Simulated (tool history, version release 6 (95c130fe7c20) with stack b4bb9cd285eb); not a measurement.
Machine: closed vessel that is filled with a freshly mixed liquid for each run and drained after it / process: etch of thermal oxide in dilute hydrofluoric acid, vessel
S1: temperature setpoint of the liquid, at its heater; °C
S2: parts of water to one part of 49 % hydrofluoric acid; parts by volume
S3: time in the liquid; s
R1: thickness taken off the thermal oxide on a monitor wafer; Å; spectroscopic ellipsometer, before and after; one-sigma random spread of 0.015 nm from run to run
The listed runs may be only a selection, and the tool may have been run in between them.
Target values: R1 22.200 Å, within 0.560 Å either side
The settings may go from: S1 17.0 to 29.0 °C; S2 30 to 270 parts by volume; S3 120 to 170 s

run  hour    S1   S2   S3      R1
  1   0.0  21.0  150  170  42.797
  2   5.3  20.0  165  170  37.128
  3  11.0  19.5  175  170  33.619
  4  13.3  19.0  185  170  30.932
  5  19.2  19.0  160  170  36.069
  6  22.2  18.5  170  170  33.637
  7  24.1  18.0  180  170  30.923
  8  31.9  18.0  190  170  28.769
  9  34.5  18.0  195  170  28.059
 10  35.7  18.0  200  170  27.372
 11  42.5  18.0  205  170  26.485

Of the 4 settings listed for the next run, only one would bring every result within its allowed miss of target. Which one?
  A  49.3  18.5  225  170   ?
  B  49.3  18.5  235  165   ?
  C  49.3  19.0  185  165   ?
  D  49.3  21.0  190  165   ?

move      R1
   A  24.096
   B  22.188
   C  30.127
   D  31.551
A: better than the last run, though not everything is in spec
B: all results land within tolerance of their targets
C: further off than the last run
D: further off than the last run
The right move is B.
